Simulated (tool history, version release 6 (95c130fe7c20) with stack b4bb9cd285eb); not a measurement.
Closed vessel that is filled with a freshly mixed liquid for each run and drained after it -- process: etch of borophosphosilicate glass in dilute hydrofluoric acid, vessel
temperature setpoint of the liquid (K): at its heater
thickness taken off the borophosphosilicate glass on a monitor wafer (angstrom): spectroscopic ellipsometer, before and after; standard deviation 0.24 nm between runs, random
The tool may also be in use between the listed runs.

run  hour  temperature setpoint of the liquid (K)  parts of water to one part of 49 % hydrofluoric acid (parts by volume)  time in the liquid (s)  thickness taken off the borophosphosilicate glass on a monitor wafer (angstrom)
  1     0                                  296.15                                                                     195                     375                                                                           631.41
  2     8                                  295.15                                                                     215                     375                                                                           548.95
  3  17.2                                  295.15                                                                     215                     375                                                                           549.67
  4  25.5                                  295.15                                                                     215                     400                                                                           579.18
  5    29                                  294.15                                                                     235                     400                                                                           497.95
  6  32.8                                  294.15                                                                     295                     400                                                                           371.12
  7  36.8                                  293.15                                                                     300                     400                                                                           356.47

The next listed run, before its measurement:
  8  39.1                                  292.65                                                                     305                     400                                                                                ?

thickness taken off the borophosphosilicate glass on a monitor wafer (angstrom): 341.87

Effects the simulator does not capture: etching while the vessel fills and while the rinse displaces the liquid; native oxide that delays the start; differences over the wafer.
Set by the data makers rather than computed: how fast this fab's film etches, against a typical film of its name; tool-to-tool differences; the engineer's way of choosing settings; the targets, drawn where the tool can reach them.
